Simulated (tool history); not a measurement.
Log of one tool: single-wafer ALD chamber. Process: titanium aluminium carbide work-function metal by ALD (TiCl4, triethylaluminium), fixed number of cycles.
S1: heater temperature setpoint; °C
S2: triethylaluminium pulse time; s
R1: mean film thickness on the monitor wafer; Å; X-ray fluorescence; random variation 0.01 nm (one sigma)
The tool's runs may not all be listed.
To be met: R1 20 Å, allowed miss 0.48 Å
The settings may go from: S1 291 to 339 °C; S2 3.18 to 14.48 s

run 1 hour=0 | S1=315 S2=8.83 | R1=22.515
run 2 hour=6 | S1=315 S2=7.08 | R1=20.722
run 3 hour=13.1 | S1=323 S2=7.08 | R1=21.632
run 4 hour=16.8 | S1=314 S2=7.08 | R1=20.734
run 5 hour=20 | S1=319 S2=7.08 | R1=21.119
run 6 hour=26.8 | S1=326 S2=7.08 | R1=21.722
run 7 hour=32.8 | S1=325 S2=6.9 | R1=21.434
run 8 hour=41.5 | S1=324 S2=6.74 | R1=21.146
run 9 hour=48.6 | S1=323 S2=6.62 | R1=20.764
run 10 hour=57.2 | S1=322 S2=6.55 | R1=20.463
run 11 hour=58.7 | S1=322 S2=6.52 | R1=20.509

Which of these 4 next moves meets every target?
run A hour=60.2 | S1=329 S2=7.01 | R1=?
run B hour=60.2 | S1=321 S2=7.38 | R1=?
run C hour=60.2 | S1=318 S2=6.53 | R1=?
run D hour=60.2 | S1=320 S2=7.29 | R1=?

move=A R1=21.892
move=B R1=21.683
move=C R1=20.082
move=D R1=21.475
A: further off than the last run
B: further off than the last run
C: meets every target
D: further off than the last run
The right move is C.
